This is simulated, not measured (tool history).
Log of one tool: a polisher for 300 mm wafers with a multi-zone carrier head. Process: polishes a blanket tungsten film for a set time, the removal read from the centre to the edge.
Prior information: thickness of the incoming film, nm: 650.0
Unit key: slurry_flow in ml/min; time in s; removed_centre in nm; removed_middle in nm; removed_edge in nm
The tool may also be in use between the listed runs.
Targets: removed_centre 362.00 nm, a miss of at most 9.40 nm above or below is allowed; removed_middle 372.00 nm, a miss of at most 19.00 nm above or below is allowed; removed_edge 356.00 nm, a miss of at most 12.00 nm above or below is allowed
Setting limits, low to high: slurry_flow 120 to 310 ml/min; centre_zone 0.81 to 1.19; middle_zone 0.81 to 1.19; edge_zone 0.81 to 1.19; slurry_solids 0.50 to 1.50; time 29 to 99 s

{"run": 1, "hour": 0.0, "slurry_flow": 200, "centre_zone": 1.0, "middle_zone": 1.0, "edge_zone": 1.0, "slurry_solids": 1.0, "time": 64, "removed_centre": 219.7, "removed_middle": 222.59, "removed_edge": 224.81}
{"run": 2, "hour": 4.8, "slurry_flow": 200, "centre_zone": 1.0, "middle_zone": 1.0, "edge_zone": 1.0, "slurry_solids": 1.0, "time": 79, "removed_centre": 270.31, "removed_middle": 271.22, "removed_edge": 269.85}
{"run": 3, "hour": 5.5, "slurry_flow": 200, "centre_zone": 0.96, "middle_zone": 1.0, "edge_zone": 1.0, "slurry_solids": 1.0, "time": 79, "removed_centre": 263.66, "removed_middle": 276.49, "removed_edge": 277.5}
{"run": 4, "hour": 6.3, "slurry_flow": 200, "centre_zone": 0.96, "middle_zone": 1.0, "edge_zone": 0.96, "slurry_solids": 1.0, "time": 79, "removed_centre": 256.16, "removed_middle": 273.7, "removed_edge": 270.02}
{"run": 5, "hour": 10.9, "slurry_flow": 215, "centre_zone": 0.98, "middle_zone": 1.03, "edge_zone": 1.02, "slurry_solids": 1.15, "time": 80, "removed_centre": 280.86, "removed_middle": 302.43, "removed_edge": 294.54}
{"run": 6, "hour": 17.5, "slurry_flow": 185, "centre_zone": 0.98, "middle_zone": 1.03, "edge_zone": 1.02, "slurry_solids": 1.15, "time": 80, "removed_centre": 274.25, "removed_middle": 293.43, "removed_edge": 292.77}
{"run": 7, "hour": 25.1, "slurry_flow": 200, "centre_zone": 1.02, "middle_zone": 1.05, "edge_zone": 1.06, "slurry_solids": 1.25, "time": 81, "removed_centre": 301.08, "removed_middle": 317.65, "removed_edge": 304.91}
{"run": 8, "hour": 27.3, "slurry_flow": 210, "centre_zone": 1.03, "middle_zone": 1.05, "edge_zone": 1.09, "slurry_solids": 1.35, "time": 82, "removed_centre": 314.99, "removed_middle": 323.47, "removed_edge": 328.7}
{"run": 9, "hour": 30.7, "slurry_flow": 225, "centre_zone": 1.05, "middle_zone": 1.08, "edge_zone": 1.11, "slurry_solids": 1.4, "time": 82, "removed_centre": 325.7, "removed_middle": 340.69, "removed_edge": 334.34}
{"run": 10, "hour": 35.0, "slurry_flow": 235, "centre_zone": 1.07, "middle_zone": 1.09, "edge_zone": 1.12, "slurry_solids": 1.45, "time": 82, "removed_centre": 343.81, "removed_middle": 349.79, "removed_edge": 339.41}
{"run": 11, "hour": 42.8, "slurry_flow": 245, "centre_zone": 1.07, "middle_zone": 1.1, "edge_zone": 1.13, "slurry_solids": 1.45, "time": 82, "removed_centre": 342.16, "removed_middle": 357.59, "removed_edge": 348.59}
{"run": 12, "hour": 48.6, "slurry_flow": 255, "centre_zone": 1.08, "middle_zone": 1.1, "edge_zone": 1.13, "slurry_solids": 1.45, "time": 82, "removed_centre": 342.58, "removed_middle": 360.78, "removed_edge": 339.75}
{"run": 13, "hour": 57.4, "slurry_flow": 255, "centre_zone": 1.09, "middle_zone": 1.1, "edge_zone": 1.14, "slurry_solids": 1.45, "time": 82, "removed_centre": 352.53, "removed_middle": 360.33, "removed_edge": 346.21}
{"run": 14, "hour": 66.4, "slurry_flow": 260, "centre_zone": 1.09, "middle_zone": 1.1, "edge_zone": 1.15, "slurry_solids": 1.45, "time": 82, "removed_centre": 353.25, "removed_middle": 361.92, "removed_edge": 347.65}
{"run": 15, "hour": 73.2, "slurry_flow": 265, "centre_zone": 1.09, "middle_zone": 1.1, "edge_zone": 1.16, "slurry_solids": 1.45, "time": 82, "removed_centre": 352.52, "removed_middle": 349.22, "removed_edge": 345.71}
{"run": 16, "hour": 74.8, "slurry_flow": 265, "centre_zone": 1.09, "middle_zone": 1.11, "edge_zone": 1.16, "slurry_solids": 1.45, "time": 82, "removed_centre": 352.47, "removed_middle": 359.65, "removed_edge": 344.14}

Below are 4 possible settings for the next run. Only one of them brings all results inside the allowed miss of their targets. Which is it?
{"run": "A", "hour": 76.4, "slurry_flow": 245, "centre_zone": 1.12, "middle_zone": 1.01, "edge_zone": 1.05, "slurry_solids": 1.4, "time": 84, "removed_centre": "?", "removed_middle": "?", "removed_edge": "?"}
{"run": "B", "hour": 76.4, "slurry_flow": 255, "centre_zone": 1.07, "middle_zone": 1.12, "edge_zone": 1.18, "slurry_solids": 1.5, "time": 81, "removed_centre": "?", "removed_middle": "?", "removed_edge": "?"}
{"run": "C", "hour": 76.4, "slurry_flow": 270, "centre_zone": 1.09, "middle_zone": 1.11, "edge_zone": 1.12, "slurry_solids": 1.45, "time": 85, "removed_centre": "?", "removed_middle": "?", "removed_edge": "?"}
{"run": "D", "hour": 76.4, "slurry_flow": 285, "centre_zone": 1.19, "middle_zone": 1.09, "edge_zone": 1.19, "slurry_solids": 1.4, "time": 75, "removed_centre": "?", "removed_middle": "?", "removed_edge": "?"}

move=A removed_centre=361.61 removed_middle=328.64 removed_edge=334.48
move=B removed_centre=341.70 removed_middle=354.28 removed_edge=349.53
move=C removed_centre=363.58 removed_middle=367.18 removed_edge=354.96
move=D removed_centre=347.86 removed_middle=317.04 removed_edge=321.15
A: meets the target for the result that was furthest off, but another lies outside its allowed miss
B: moves away from the targets compared with the last run
C: every result lands within tolerance
D: moves away from the targets compared with the last run
So the answer is move C, the one that meets all the targets.
